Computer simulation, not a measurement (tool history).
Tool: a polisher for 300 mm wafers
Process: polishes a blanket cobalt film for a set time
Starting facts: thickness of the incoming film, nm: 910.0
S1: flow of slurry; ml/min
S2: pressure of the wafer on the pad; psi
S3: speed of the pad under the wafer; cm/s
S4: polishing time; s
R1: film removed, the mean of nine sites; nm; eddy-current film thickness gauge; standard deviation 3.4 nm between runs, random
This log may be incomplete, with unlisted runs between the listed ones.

run 1 hour=0 | S1=290 S2=2 S3=128 S4=61 | R1=361.22
run 2 hour=3.6 | S1=290 S2=2 S3=104 S4=61 | R1=294.47
run 3 hour=8.2 | S1=290 S2=2 S3=104 S4=64 | R1=310.87
run 4 hour=9.5 | S1=290 S2=2.3 S3=104 S4=64 | R1=350.33
run 5 hour=12.1 | S1=360 S2=2.3 S3=104 S4=64 | R1=359.4
run 6 hour=15.7 | S1=360 S2=2.2 S3=104 S4=64 | R1=344.95
run 7 hour=23.3 | S1=360 S2=2.1 S3=104 S4=64 | R1=332.17
run 8 hour=23.8 | S1=360 S2=2 S3=104 S4=64 | R1=309.43

Run 9 is up next; what results do you expect?
run 9 hour=32.7 | S1=360 S2=1.9 S3=104 S4=64 | R1=?

{"run 9": {"R1": 296.63}}

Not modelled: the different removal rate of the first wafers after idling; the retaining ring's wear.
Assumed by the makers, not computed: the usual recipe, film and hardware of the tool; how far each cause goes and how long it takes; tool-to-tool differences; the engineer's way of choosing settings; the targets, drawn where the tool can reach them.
